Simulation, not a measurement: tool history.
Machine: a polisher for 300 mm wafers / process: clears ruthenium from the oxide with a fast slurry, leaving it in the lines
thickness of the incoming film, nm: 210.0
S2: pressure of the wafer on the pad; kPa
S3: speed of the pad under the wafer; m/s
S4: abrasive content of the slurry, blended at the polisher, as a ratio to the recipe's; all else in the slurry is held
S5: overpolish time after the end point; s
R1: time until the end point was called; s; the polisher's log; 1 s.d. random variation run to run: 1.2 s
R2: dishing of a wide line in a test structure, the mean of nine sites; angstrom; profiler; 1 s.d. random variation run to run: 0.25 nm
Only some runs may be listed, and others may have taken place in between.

{"run": 1, "hour": 0.0, "flow of slurry (ml/min)": 270, "S2": 17.2, "S3": 0.92, "S4": 1, "S5": 17, "R1": 58.486, "R2": 290.93}
{"run": 2, "hour": 6.8, "flow of slurry (ml/min)": 235, "S2": 17.2, "S3": 0.92, "S4": 1, "S5": 17, "R1": 57.84, "R2": 288.1}
{"run": 3, "hour": 9.1, "flow of slurry (ml/min)": 235, "S2": 17.2, "S3": 0.92, "S4": 1, "S5": 10, "R1": 58.273, "R2": 222.34}
{"run": 4, "hour": 13.1, "flow of slurry (ml/min)": 295, "S2": 17.2, "S3": 0.92, "S4": 1, "S5": 10, "R1": 56.82, "R2": 226.69}
{"run": 5, "hour": 18.4, "flow of slurry (ml/min)": 295, "S2": 17.2, "S3": 0.92, "S4": 1, "S5": 13, "R1": 57.406, "R2": 257.75}
{"run": 6, "hour": 20.4, "flow of slurry (ml/min)": 295, "S2": 15.9, "S3": 0.92, "S4": 1, "S5": 12, "R1": 60.725, "R2": 238.21}
{"run": 7, "hour": 27.6, "flow of slurry (ml/min)": 295, "S2": 14.5, "S3": 0.9, "S4": 1, "S5": 12, "R1": 68.201, "R2": 226.08}
{"run": 8, "hour": 32.8, "flow of slurry (ml/min)": 295, "S2": 13.1, "S3": 0.9, "S4": 1, "S5": 12, "R1": 74.858, "R2": 213.58}
{"run": 9, "hour": 34.3, "flow of slurry (ml/min)": 295, "S2": 12.4, "S3": 0.9, "S4": 1, "S5": 12, "R1": 78.991, "R2": 203.08}
{"run": 10, "hour": 41.1, "flow of slurry (ml/min)": 295, "S2": 11.7, "S3": 0.9, "S4": 1, "S5": 12, "R1": 85.675, "R2": 196.95}

What does the tool deliver on the next run?
{"run": 11, "hour": 43.7, "flow of slurry (ml/min)": 290, "S2": 11, "S3": 0.9, "S4": 1, "S5": 12, "R1": "?", "R2": "?"}

{"run 11": {"R1": 90.505, "R2": 190.51}}
